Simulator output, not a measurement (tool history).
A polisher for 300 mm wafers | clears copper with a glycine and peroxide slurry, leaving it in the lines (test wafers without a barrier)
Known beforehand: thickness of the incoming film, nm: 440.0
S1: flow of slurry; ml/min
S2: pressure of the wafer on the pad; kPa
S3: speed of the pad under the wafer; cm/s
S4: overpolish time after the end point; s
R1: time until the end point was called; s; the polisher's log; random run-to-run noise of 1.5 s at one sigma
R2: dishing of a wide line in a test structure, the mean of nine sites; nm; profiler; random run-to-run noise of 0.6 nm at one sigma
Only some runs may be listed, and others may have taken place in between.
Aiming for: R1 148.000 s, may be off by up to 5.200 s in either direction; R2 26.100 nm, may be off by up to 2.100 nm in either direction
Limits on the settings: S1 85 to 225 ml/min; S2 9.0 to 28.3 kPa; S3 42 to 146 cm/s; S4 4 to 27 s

| run | hour | S1 | S2 | S3 | S4 | R1 | R2 |
|---|---|---|---|---|---|---|---|
| 1 | 0.0 | 145 | 18.6 | 94 | 14 | 114.710 | 38.304 |
| 2 | 8.7 | 140 | 17.2 | 94 | 13 | 125.270 | 33.068 |
| 3 | 12.5 | 155 | 17.2 | 94 | 13 | 120.490 | 34.142 |
| 4 | 18.3 | 155 | 21.4 | 94 | 13 | 101.160 | 40.396 |
| 5 | 25.2 | 155 | 21.4 | 94 | 18 | 102.140 | 52.349 |
| 6 | 32.8 | 180 | 21.4 | 94 | 18 | 97.751 | 54.764 |
| 7 | 35.9 | 140 | 16.5 | 92 | 12 | 127.230 | 29.680 |
| 8 | 38.7 | 135 | 15.9 | 92 | 12 | 132.990 | 28.196 |
|  | 47.5 | slurry nozzle cleaned |
| 9 | 47.5 | 130 | 15.2 | 92 | 12 | 130.170 | 28.051 |
| 10 | 51.8 | 130 | 14.5 | 92 | 12 | 136.940 | 27.878 |
| 11 | 57.9 | 130 | 13.8 | 92 | 12 | 140.640 | 27.140 |

5 next moves are on the table. One of them brings every result within its allowed miss. Which?
| A | 64.0 | 135 | 12.4 | 120 | 10 | ? | ? |
| B | 64.0 | 135 | 15.9 | 82 | 12 | ? | ? |
| C | 64.0 | 130 | 14.5 | 78 | 12 | ? | ? |
| D | 64.0 | 120 | 14.5 | 98 | 12 | ? | ? |
| E | 64.0 | 145 | 15.2 | 88 | 11 | ? | ? |

| move | R1 | R2 |
|---|---|---|
| A | 126.150 | 25.316 |
| B | 134.260 | 28.572 |
| C | 149.340 | 25.859 |
| D | 131.120 | 29.078 |
| E | 131.130 | 26.895 |
A: lands further from the targets than the last run did
B: lands further from the targets than the last run did
C: meets every target
D: lands further from the targets than the last run did
E: lands further from the targets than the last run did
The right move is C.
